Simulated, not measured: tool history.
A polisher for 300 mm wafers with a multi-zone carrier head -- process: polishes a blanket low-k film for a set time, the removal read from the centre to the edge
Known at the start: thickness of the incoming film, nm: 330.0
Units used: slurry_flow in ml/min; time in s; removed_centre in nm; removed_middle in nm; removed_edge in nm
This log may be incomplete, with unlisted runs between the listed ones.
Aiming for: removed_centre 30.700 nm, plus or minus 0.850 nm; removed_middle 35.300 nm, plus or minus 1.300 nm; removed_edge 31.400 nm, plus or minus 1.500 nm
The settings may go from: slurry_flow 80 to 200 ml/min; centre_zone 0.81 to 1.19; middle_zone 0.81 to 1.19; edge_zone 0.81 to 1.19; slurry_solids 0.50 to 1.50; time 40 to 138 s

Run 1, day 0.000: slurry_flow 130 ml/min, centre_zone 1.00, middle_zone 1.00, edge_zone 1.00, slurry_solids 1.00, time 88 s. Result: removed_centre 23.804 nm, removed_middle 24.972 nm, removed_edge 25.701 nm.
Run 2, day 0.121: slurry_flow 130 ml/min, centre_zone 1.00, middle_zone 1.00, edge_zone 1.00, slurry_solids 1.00, time 104 s. Result: removed_centre 28.546 nm, removed_middle 29.084 nm, removed_edge 30.169 nm.
Run 3, day 0.404: slurry_flow 120 ml/min, centre_zone 1.00, middle_zone 1.00, edge_zone 1.00, slurry_solids 1.00, time 104 s. Result: removed_centre 27.241 nm, removed_middle 28.251 nm, removed_edge 29.747 nm.
Run 4, day 0.492: slurry_flow 120 ml/min, centre_zone 1.00, middle_zone 1.05, edge_zone 1.00, slurry_solids 1.00, time 104 s. Result: removed_centre 27.295 nm, removed_middle 29.163 nm, removed_edge 29.879 nm.
Run 5, day 0.621: slurry_flow 145 ml/min, centre_zone 1.00, middle_zone 1.05, edge_zone 1.00, slurry_solids 1.00, time 104 s. Result: removed_centre 29.292 nm, removed_middle 31.022 nm, removed_edge 31.589 nm.
Run 6, day 0.946: slurry_flow 145 ml/min, centre_zone 1.04, middle_zone 1.05, edge_zone 1.00, slurry_solids 1.00, time 104 s. Result: removed_centre 30.807 nm, removed_middle 30.647 nm, removed_edge 31.522 nm.
Run 7, day 1.062: slurry_flow 150 ml/min, centre_zone 1.03, middle_zone 1.08, edge_zone 0.97, slurry_solids 1.00, time 104 s. Result: removed_centre 30.756 nm, removed_middle 31.758 nm, removed_edge 30.511 nm.
Run 8, day 1.404: slurry_flow 155 ml/min, centre_zone 1.02, middle_zone 1.10, edge_zone 0.97, slurry_solids 1.00, time 104 s. Result: removed_centre 31.240 nm, removed_middle 32.464 nm, removed_edge 32.499 nm.
Run 9, day 1.717: slurry_flow 155 ml/min, centre_zone 1.01, middle_zone 1.12, edge_zone 0.93, slurry_solids 1.00, time 104 s. Result: removed_centre 31.007 nm, removed_middle 33.152 nm, removed_edge 30.629 nm.
Run 10, day 1.896: slurry_flow 155 ml/min, centre_zone 1.00, middle_zone 1.13, edge_zone 0.93, slurry_solids 1.00, time 104 s. Result: removed_centre 30.459 nm, removed_middle 33.515 nm, removed_edge 30.591 nm.
Run 11, day 2.188: slurry_flow 155 ml/min, centre_zone 1.00, middle_zone 1.14, edge_zone 0.93, slurry_solids 1.00, time 104 s. Result: removed_centre 30.232 nm, removed_middle 33.137 nm, removed_edge 31.252 nm.

4 candidate next runs follow, results not yet known. Just one meets every target within its allowed miss. Identify it.
Run A, day 2.479: slurry_flow 140 ml/min, centre_zone 0.98, middle_zone 1.19, edge_zone 0.87, slurry_solids 1.10, time 107 s. Result: removed_centre ?, removed_middle ?, removed_edge ?.
Run B, day 2.479: slurry_flow 175 ml/min, centre_zone 0.90, middle_zone 1.11, edge_zone 1.04, slurry_solids 1.10, time 99 s. Result: removed_centre ?, removed_middle ?, removed_edge ?.
Run C, day 2.479: slurry_flow 140 ml/min, centre_zone 0.95, middle_zone 1.06, edge_zone 0.87, slurry_solids 0.95, time 109 s. Result: removed_centre ?, removed_middle ?, removed_edge ?.
Run D, day 2.479: slurry_flow 155 ml/min, centre_zone 1.04, middle_zone 1.05, edge_zone 1.04, slurry_solids 0.95, time 103 s. Result: removed_centre ?, removed_middle ?, removed_edge ?.

move  removed_centre  removed_middle  removed_edge
   A          29.909          34.750        32.184
   B          27.565          33.245        33.021
   C          28.291          31.873        31.462
   D          30.486          31.007        32.141
A: in spec on every target
B: its largest miss is bigger than the last run's
C: its largest miss is bigger than the last run's
D: its largest miss is bigger than the last run's
Go with A: it meets all targets.
